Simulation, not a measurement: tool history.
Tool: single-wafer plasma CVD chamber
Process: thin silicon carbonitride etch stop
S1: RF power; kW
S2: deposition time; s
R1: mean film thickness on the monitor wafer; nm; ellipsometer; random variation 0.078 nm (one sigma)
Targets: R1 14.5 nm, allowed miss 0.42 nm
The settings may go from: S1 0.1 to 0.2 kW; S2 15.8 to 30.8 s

Run 1, day 0: S1 0.15 kW, S2 23.3 s. Result: R1 12.066 nm.
Run 2, day 0.125: S1 0.155 kW, S2 24.2 s. Result: R1 12.6 nm.
Run 3, day 0.304: S1 0.16 kW, S2 25 s. Result: R1 13.156 nm.
Run 4, day 0.392: S1 0.16 kW, S2 23.5 s. Result: R1 12.463 nm.
Run 5, day 0.5: S1 0.145 kW, S2 23.5 s. Result: R1 12.099 nm.
Run 6, day 0.621: S1 0.125 kW, S2 23.5 s. Result: R1 11.826 nm.
Run 7, day 0.746: S1 0.13 kW, S2 24.8 s. Result: R1 12.649 nm.
Run 8, day 1.075: S1 0.13 kW, S2 25.6 s. Result: R1 12.811 nm.
Run 9, day 1.242: S1 0.135 kW, S2 26.4 s. Result: R1 13.462 nm.
Run 10, day 1.292: S1 0.135 kW, S2 26.8 s. Result: R1 13.568 nm.
At day 1.571: RF generator calibrated.
Run 11, day 1.571: S1 0.135 kW, S2 27.2 s. Result: R1 13.993 nm.

Which of these 4 next moves meets every target?
Run A, day 1.85: S1 0.135 kW, S2 30.2 s. Result: R1 ?.
Run B, day 1.85: S1 0.125 kW, S2 30.6 s. Result: R1 ?.
Run C, day 1.85: S1 0.15 kW, S2 27.4 s. Result: R1 ?.
Run D, day 1.85: S1 0.13 kW, S2 30.2 s. Result: R1 ?.

move      R1
   A   15.32
   B  15.275
   C  14.218
   D  15.199
A: takes the result that was furthest off past its target
B: takes the result that was furthest off past its target
C: meets every target
D: takes the result that was furthest off past its target
Move C is the one to make.
